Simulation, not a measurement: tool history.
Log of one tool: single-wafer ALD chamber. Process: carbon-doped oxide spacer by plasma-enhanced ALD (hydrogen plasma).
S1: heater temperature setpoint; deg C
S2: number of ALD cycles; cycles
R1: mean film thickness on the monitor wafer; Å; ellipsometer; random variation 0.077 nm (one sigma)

Run 1, day 0.000: S1 395 deg C, S2 670 cycles. Result: R1 349.69 Å.
Run 2, day 0.146: S1 390 deg C, S2 670 cycles. Result: R1 348.73 Å.
Run 3, day 0.317: S1 390 deg C, S2 647 cycles. Result: R1 338.29 Å.
Run 4, day 0.412: S1 390 deg C, S2 627 cycles. Result: R1 326.03 Å.
Run 5, day 0.621: S1 390 deg C, S2 710 cycles. Result: R1 369.51 Å.
Run 6, day 1.008: S1 390 deg C, S2 751 cycles. Result: R1 393.31 Å.
Run 7, day 1.358: S1 390 deg C, S2 709 cycles. Result: R1 368.86 Å.
Run 8, day 1.454: S1 390 deg C, S2 676 cycles. Result: R1 353.04 Å.
Run 9, day 1.829: S1 390 deg C, S2 650 cycles. Result: R1 339.88 Å.
Run 10, day 1.988: S1 390 deg C, S2 630 cycles. Result: R1 328.22 Å.
Run 11, day 2.321: S1 390 deg C, S2 616 cycles. Result: R1 321.18 Å.

The next listed run, before its measurement:
Run 12, day 2.512: S1 390 deg C, S2 605 cycles. Result: R1 ?.

R1: 316.29 Å
